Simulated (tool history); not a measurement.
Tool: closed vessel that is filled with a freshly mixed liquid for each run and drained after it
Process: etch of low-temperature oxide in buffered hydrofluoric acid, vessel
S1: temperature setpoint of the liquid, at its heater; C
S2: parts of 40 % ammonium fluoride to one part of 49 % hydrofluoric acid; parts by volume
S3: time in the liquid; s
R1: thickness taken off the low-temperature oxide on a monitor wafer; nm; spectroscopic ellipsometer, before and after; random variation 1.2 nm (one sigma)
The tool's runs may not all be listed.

Run 1, hour 0.0: S1 23.0 C, S2 24.0 parts by volume, S3 95 s. Result: R1 87.789 nm.
Run 2, hour 2.8: S1 23.0 C, S2 24.0 parts by volume, S3 95 s. Result: R1 88.200 nm.
Run 3, hour 8.9: S1 23.0 C, S2 24.0 parts by volume, S3 95 s. Result: R1 88.654 nm.
Run 4, hour 15.6: S1 25.0 C, S2 20.5 parts by volume, S3 95 s. Result: R1 112.500 nm.
Run 5, hour 23.9: S1 25.0 C, S2 20.5 parts by volume, S3 95 s. Result: R1 112.750 nm.
Run 6, hour 29.3: S1 25.0 C, S2 20.5 parts by volume, S3 105 s. Result: R1 122.700 nm.
Run 7, hour 36.1: S1 26.5 C, S2 18.5 parts by volume, S3 105 s. Result: R1 150.550 nm.
Run 8, hour 44.0: S1 27.5 C, S2 18.0 parts by volume, S3 105 s. Result: R1 161.460 nm.

Run 9 comes next. What will it give?
Run 9, hour 47.8: S1 28.5 C, S2 17.0 parts by volume, S3 105 s. Result: R1 ?.

{"run 9": {"R1": 180.15}}
